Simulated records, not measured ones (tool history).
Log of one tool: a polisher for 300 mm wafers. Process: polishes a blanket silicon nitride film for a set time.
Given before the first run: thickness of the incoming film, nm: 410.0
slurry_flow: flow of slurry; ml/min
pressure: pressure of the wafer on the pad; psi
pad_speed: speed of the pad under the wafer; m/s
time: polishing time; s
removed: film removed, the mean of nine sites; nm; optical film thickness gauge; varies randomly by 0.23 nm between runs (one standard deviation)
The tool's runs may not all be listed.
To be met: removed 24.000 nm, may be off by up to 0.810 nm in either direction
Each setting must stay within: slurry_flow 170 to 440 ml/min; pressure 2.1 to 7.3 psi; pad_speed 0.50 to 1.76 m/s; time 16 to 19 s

{"run": 1, "hour": 0.0, "slurry_flow": 280, "pressure": 4.7, "pad_speed": 1.12, "time": 19, "removed": 41.282}
{"run": 2, "hour": 3.7, "slurry_flow": 280, "pressure": 4.7, "pad_speed": 1.12, "time": 16, "removed": 34.611}
{"run": 3, "hour": 6.7, "slurry_flow": 335, "pressure": 4.7, "pad_speed": 1.12, "time": 16, "removed": 35.092}
{"run": 4, "hour": 11.7, "slurry_flow": 335, "pressure": 3.7, "pad_speed": 1.12, "time": 16, "removed": 28.689}
{"run": 5, "hour": 18.1, "slurry_flow": 335, "pressure": 3.5, "pad_speed": 1.12, "time": 16, "removed": 27.972}
{"run": 6, "hour": 26.9, "slurry_flow": 335, "pressure": 3.3, "pad_speed": 1.12, "time": 16, "removed": 26.67}
{"run": 7, "hour": 31.7, "slurry_flow": 335, "pressure": 3.2, "pad_speed": 1.12, "time": 16, "removed": 25.32}
{"run": 8, "hour": 34.2, "slurry_flow": 335, "pressure": 3.1, "pad_speed": 1.12, "time": 16, "removed": 24.795}

5 next moves are on the table. One of them brings every result within its allowed miss. Which?
{"run": "A", "hour": 36.7, "slurry_flow": 290, "pressure": 3.3, "pad_speed": 1.2, "time": 16, "removed": "?"}
{"run": "B", "hour": 36.7, "slurry_flow": 340, "pressure": 3.2, "pad_speed": 1.18, "time": 16, "removed": "?"}
{"run": "C", "hour": 36.7, "slurry_flow": 395, "pressure": 3.4, "pad_speed": 0.98, "time": 17, "removed": "?"}
{"run": "D", "hour": 36.7, "slurry_flow": 405, "pressure": 2.8, "pad_speed": 1.18, "time": 16, "removed": "?"}
{"run": "E", "hour": 36.7, "slurry_flow": 345, "pressure": 3.4, "pad_speed": 1.04, "time": 16, "removed": "?"}

move=A removed=27.041
move=B removed=26.443
move=C removed=26.647
move=D removed=24.188
move=E removed=25.731
A: further off than the last run
B: further off than the last run
C: further off than the last run
D: each result inside its tolerance
E: further off than the last run
D is the move that brings every result within its allowed miss.
